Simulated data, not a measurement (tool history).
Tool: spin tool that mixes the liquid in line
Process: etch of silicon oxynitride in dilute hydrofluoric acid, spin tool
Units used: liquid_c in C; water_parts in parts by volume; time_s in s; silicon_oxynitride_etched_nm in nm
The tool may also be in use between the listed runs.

run  hour  liquid_c  water_parts  time_s  silicon_oxynitride_etched_nm
  1     0        25          130     325                          6.04
  2   6.6        25          130     325                         6.163
  3  11.8      23.5          130     325                         5.627
  4  20.7      23.5          130     345                        6.1607
  5  28.7      23.5          130     345                        5.9762
  6    31      22.5          130     345                        5.7557
  7  34.1      21.5          130     345                        5.4618
  8  42.4        21          130     345                        5.3422
  9    48      20.5          130     345                         5.254
 10  52.6      20.5          130     345                        5.2639

What will run 11 give?
 11  55.5        20          130     345                             ?

silicon_oxynitride_etched_nm: 5.2778 nm

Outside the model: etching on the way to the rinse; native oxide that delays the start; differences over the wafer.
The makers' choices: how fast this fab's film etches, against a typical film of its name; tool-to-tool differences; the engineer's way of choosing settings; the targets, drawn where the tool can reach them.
